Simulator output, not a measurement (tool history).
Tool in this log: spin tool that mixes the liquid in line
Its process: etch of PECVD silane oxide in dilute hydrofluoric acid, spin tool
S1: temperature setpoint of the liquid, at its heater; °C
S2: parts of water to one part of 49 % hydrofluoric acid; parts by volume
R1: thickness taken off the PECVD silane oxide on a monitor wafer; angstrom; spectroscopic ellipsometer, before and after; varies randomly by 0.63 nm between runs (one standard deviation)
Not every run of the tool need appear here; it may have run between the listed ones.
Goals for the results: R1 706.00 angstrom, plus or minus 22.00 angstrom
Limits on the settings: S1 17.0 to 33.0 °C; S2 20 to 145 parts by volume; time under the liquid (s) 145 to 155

run 1 hour=0.0 | S1=25.0 S2=80 time_under_the_liquid_(s)=145 | R1=492.40
run 2 hour=2.4 | S1=27.0 S2=80 time_under_the_liquid_(s)=145 | R1=528.01
run 3 hour=11.1 | S1=27.0 S2=80 time_under_the_liquid_(s)=145 | R1=523.35
run 4 hour=15.6 | S1=28.5 S2=75 time_under_the_liquid_(s)=145 | R1=605.80
run 5 hour=20.9 | S1=28.5 S2=75 time_under_the_liquid_(s)=145 | R1=603.76
run 6 hour=29.3 | S1=29.5 S2=75 time_under_the_liquid_(s)=145 | R1=619.59
run 7 hour=36.2 | S1=30.5 S2=75 time_under_the_liquid_(s)=145 | R1=637.08
run 8 hour=44.9 | S1=31.0 S2=75 time_under_the_liquid_(s)=145 | R1=661.80
run 9 hour=47.4 | S1=31.5 S2=75 time_under_the_liquid_(s)=145 | R1=664.56

Exercise: of the 5 proposed moves below, exactly one satisfies all targets within the stated allowed misses. Which move is it?
run A hour=49.9 | S1=22.0 S2=55 time_under_the_liquid_(s)=145 | R1=?
run B hour=49.9 | S1=33.0 S2=85 time_under_the_liquid_(s)=155 | R1=?
run C hour=49.9 | S1=33.0 S2=75 time_under_the_liquid_(s)=145 | R1=?
run D hour=49.9 | S1=31.5 S2=70 time_under_the_liquid_(s)=155 | R1=?
run E hour=49.9 | S1=32.5 S2=70 time_under_the_liquid_(s)=145 | R1=?

move=A R1=650.58
move=B R1=665.02
move=C R1=716.21
move=D R1=781.28
move=E R1=759.07
A: misses by more than the last run did
B: about the same distance from the targets as the last run
C: in spec on every target
D: the result that was furthest off in the last run now lies on the other side of its target
E: the result that was furthest off in the last run now lies on the other side of its target
So the answer is move C, the one that meets all the targets.

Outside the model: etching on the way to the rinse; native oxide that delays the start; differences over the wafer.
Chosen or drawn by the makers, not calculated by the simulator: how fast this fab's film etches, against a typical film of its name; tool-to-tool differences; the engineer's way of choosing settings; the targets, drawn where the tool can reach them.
